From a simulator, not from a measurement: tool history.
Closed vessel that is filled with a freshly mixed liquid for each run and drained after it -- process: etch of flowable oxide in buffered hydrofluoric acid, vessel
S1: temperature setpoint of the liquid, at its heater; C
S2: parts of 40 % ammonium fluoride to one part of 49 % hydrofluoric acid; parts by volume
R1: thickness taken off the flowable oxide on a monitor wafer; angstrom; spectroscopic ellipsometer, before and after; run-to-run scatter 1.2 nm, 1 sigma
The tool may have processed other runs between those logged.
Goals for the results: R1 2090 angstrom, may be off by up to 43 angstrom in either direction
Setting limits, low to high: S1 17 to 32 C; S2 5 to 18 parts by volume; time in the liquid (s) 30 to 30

run 1 day=0 | S1=24 S2=11 time_in_the_liquid_(s)=30 | R1=1512.3
run 2 day=0.358 | S1=24 S2=9 time_in_the_liquid_(s)=30 | R1=1778.1
run 3 day=0.442 | S1=26 S2=9 time_in_the_liquid_(s)=30 | R1=1991.6
run 4 day=0.708 | S1=26 S2=9 time_in_the_liquid_(s)=30 | R1=2011.9
run 5 day=0.975 | S1=26 S2=7 time_in_the_liquid_(s)=30 | R1=2627.6
run 6 day=1.258 | S1=26 S2=5.5 time_in_the_liquid_(s)=30 | R1=3218.5
run 7 day=1.529 | S1=24 S2=5.5 time_in_the_liquid_(s)=30 | R1=2896.3
run 8 day=1.858 | S1=24 S2=5.5 time_in_the_liquid_(s)=30 | R1=2893.3
run 9 day=2 | S1=22.5 S2=5.5 time_in_the_liquid_(s)=30 | R1=2660.6
run 10 day=2.088 | S1=21.5 S2=5.5 time_in_the_liquid_(s)=30 | R1=2507.3
run 11 day=2.196 | S1=21 S2=5.5 time_in_the_liquid_(s)=30 | R1=2435.5
run 12 day=2.317 | S1=20.5 S2=5.5 time_in_the_liquid_(s)=30 | R1=2386.4
run 13 day=2.433 | S1=20 S2=5.5 time_in_the_liquid_(s)=30 | R1=2300.4
run 14 day=2.554 | S1=19.5 S2=5.5 time_in_the_liquid_(s)=30 | R1=2236
run 15 day=2.621 | S1=19 S2=5.5 time_in_the_liquid_(s)=30 | R1=2188.8

Which single option among these 5 for the next run brings every result within its allowed miss of target? Just one does.
run A day=2.688 | S1=18.5 S2=5 time_in_the_liquid_(s)=30 | R1=?
run B day=2.688 | S1=21 S2=6 time_in_the_liquid_(s)=30 | R1=?
run C day=2.688 | S1=20 S2=5.5 time_in_the_liquid_(s)=30 | R1=?
run D day=2.688 | S1=19.5 S2=6 time_in_the_liquid_(s)=30 | R1=?
run E day=2.688 | S1=19.5 S2=5.5 time_in_the_liquid_(s)=30 | R1=?

move=A R1=2315.2
move=B R1=2281.7
move=C R1=2323.4
move=D R1=2098.6
move=E R1=2259.3
A: lands further from the targets than the last run did
B: lands further from the targets than the last run did
C: lands further from the targets than the last run did
D: every result within its allowed miss
E: lands further from the targets than the last run did
D meets every target.

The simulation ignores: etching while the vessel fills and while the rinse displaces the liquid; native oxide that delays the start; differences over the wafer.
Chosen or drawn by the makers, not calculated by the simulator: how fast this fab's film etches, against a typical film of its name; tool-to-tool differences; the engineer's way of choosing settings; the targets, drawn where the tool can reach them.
